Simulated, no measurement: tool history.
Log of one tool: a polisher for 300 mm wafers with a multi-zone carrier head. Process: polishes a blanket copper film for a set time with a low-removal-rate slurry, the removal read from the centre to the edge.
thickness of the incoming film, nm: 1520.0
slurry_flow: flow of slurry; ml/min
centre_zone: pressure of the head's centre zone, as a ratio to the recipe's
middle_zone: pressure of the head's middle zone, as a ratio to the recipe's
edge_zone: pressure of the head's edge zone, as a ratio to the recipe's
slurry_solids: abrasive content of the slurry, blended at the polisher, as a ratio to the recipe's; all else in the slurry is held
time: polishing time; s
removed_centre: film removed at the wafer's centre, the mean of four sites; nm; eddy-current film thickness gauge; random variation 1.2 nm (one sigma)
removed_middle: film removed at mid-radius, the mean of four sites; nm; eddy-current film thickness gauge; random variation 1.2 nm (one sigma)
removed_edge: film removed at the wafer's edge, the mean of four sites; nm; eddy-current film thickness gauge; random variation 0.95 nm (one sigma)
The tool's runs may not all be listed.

{"run": 1, "hour": 0.0, "slurry_flow": 275, "centre_zone": 1.0, "middle_zone": 1.0, "edge_zone": 1.0, "slurry_solids": 1.0, "time": 56, "removed_centre": 161.58, "removed_middle": 161.02, "removed_edge": 162.89}
{"run": 2, "hour": 3.7, "slurry_flow": 275, "centre_zone": 1.0, "middle_zone": 1.0, "edge_zone": 0.94, "slurry_solids": 1.0, "time": 56, "removed_centre": 164.51, "removed_middle": 161.23, "removed_edge": 158.79}
{"run": 3, "hour": 5.1, "slurry_flow": 275, "centre_zone": 1.0, "middle_zone": 0.93, "edge_zone": 0.94, "slurry_solids": 1.0, "time": 56, "removed_centre": 156.98, "removed_middle": 153.67, "removed_edge": 158.96}
{"run": 4, "hour": 6.3, "slurry_flow": 345, "centre_zone": 1.0, "middle_zone": 0.93, "edge_zone": 0.94, "slurry_solids": 1.0, "time": 56, "removed_centre": 167.18, "removed_middle": 153.89, "removed_edge": 163.24}
{"hour": 7.5, "done": "worn pad replaced by a new one"}
{"run": 5, "hour": 7.5, "slurry_flow": 345, "centre_zone": 0.96, "middle_zone": 0.93, "edge_zone": 0.94, "slurry_solids": 1.0, "time": 56, "removed_centre": 167.51, "removed_middle": 166.54, "removed_edge": 172.16}
{"run": 6, "hour": 13.9, "slurry_flow": 320, "centre_zone": 0.95, "middle_zone": 0.93, "edge_zone": 0.92, "slurry_solids": 0.9, "time": 51, "removed_centre": 144.72, "removed_middle": 145.36, "removed_edge": 149.93}
{"run": 7, "hour": 19.4, "slurry_flow": 300, "centre_zone": 0.94, "middle_zone": 0.93, "edge_zone": 0.9, "slurry_solids": 0.8, "time": 47, "removed_centre": 128.91, "removed_middle": 128.64, "removed_edge": 131.72}
{"run": 8, "hour": 21.3, "slurry_flow": 300, "centre_zone": 0.94, "middle_zone": 0.93, "edge_zone": 0.9, "slurry_solids": 0.8, "time": 47, "removed_centre": 132.39, "removed_middle": 128.96, "removed_edge": 132.41}

The next listed run, before its measurement:
{"run": 9, "hour": 24.1, "slurry_flow": 280, "centre_zone": 0.91, "middle_zone": 0.94, "edge_zone": 0.89, "slurry_solids": 0.75, "time": 44, "removed_centre": "?", "removed_middle": "?", "removed_edge": "?"}

{"run 9": {"removed_centre": 116.47, "removed_middle": 117.9, "removed_edge": 118.92}}
